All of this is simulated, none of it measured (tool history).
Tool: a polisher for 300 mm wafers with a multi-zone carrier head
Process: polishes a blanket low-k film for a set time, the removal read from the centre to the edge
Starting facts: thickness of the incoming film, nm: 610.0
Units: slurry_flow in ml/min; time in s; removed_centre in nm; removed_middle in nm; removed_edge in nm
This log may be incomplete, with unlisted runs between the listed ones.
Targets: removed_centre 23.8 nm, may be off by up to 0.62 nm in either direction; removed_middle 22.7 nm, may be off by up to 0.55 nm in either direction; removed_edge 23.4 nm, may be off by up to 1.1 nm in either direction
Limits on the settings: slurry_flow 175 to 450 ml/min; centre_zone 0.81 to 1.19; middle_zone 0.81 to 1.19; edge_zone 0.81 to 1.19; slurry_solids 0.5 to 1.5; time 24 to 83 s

run,day,slurry_flow,centre_zone,middle_zone,edge_zone,slurry_solids,time,removed_centre,removed_middle,removed_edge
1,0,290,1,1,1,1,53,17.553,17.785,17.053
2,0.088,290,1.02,1.01,1.05,1.15,53,18.827,18.745,18.629
3,0.292,290,1.02,1.01,1.05,1.25,53,19.231,19.359,19.677
4,0.538,290,0.98,1.01,1.05,1.25,53,18.431,19.012,18.958
5,0.729,290,0.98,1.01,1.05,1.25,48,16.85,17.293,17.679
6,1.025,305,1.04,1.04,1.09,1.3,49,18.305,18.688,18.35
7,1.112,305,1.04,1.04,1.09,1.3,49,18.159,18.613,18.656
8,1.483,330,1.14,1.07,1.19,1.5,54,22.505,21.909,22.522

Consider the 4 candidate settings below. Which is the only one whose results all fall within their allowed miss of target?
A,1.854,290,1.14,1.05,1.17,1.4,59,?,?,?
B,1.854,310,1.09,0.99,1.19,1.5,56,?,?,?
C,1.854,320,1.16,1.01,1.19,1.5,56,?,?,?
D,1.854,335,1.1,1,1.19,1.4,57,?,?,?

move,removed_centre,removed_middle,removed_edge
A,23.888,23.044,23.167
B,22.495,21.394,22.785
C,23.73,21.823,22.836
D,22.79,21.682,22.854
A: all results land within tolerance of their targets
B: its largest miss is bigger than the last run's
C: the worst result of the last run now meets its target, but another is out of spec
D: closes in on the targets versus the last run, not all within tolerance yet
Go with A: it meets all targets.
